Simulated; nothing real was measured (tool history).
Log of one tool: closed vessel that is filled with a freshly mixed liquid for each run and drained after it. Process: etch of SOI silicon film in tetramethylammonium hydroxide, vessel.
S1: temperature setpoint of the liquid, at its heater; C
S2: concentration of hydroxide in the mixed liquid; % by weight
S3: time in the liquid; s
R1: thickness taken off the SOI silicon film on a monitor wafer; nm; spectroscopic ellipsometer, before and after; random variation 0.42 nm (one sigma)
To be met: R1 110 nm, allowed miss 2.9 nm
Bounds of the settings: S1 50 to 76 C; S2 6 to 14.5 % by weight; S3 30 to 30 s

run,hour,S1,S2,S3,R1
1,0,63,9.5,30,145.19
2,8.6,63,9.5,30,144.34
3,13.7,63,9.5,30,144.87
4,22.6,66,9.5,30,173.21
5,27.7,63.5,9.5,30,148.83
6,32.1,63.5,11.5,30,138.84
7,39.4,62.5,11.5,30,130.68
8,47.6,61.5,11.5,30,122.61
9,53,61,11.5,30,119.51
10,57.1,60.5,11.5,30,115.68
11,64,60.5,11.5,30,115.45

Which of these 4 next moves meets every target?
A,70.9,59,10.5,30,?
B,70.9,59.5,12.5,30,?
C,70.9,60,10,30,?
D,70.9,61,11.5,30,?

move,R1
A,109.6
B,105.82
C,118.59
D,120.19
A: meets every target
B: takes the result that was furthest off past its target
C: further off than the last run
D: further off than the last run
Answer: A
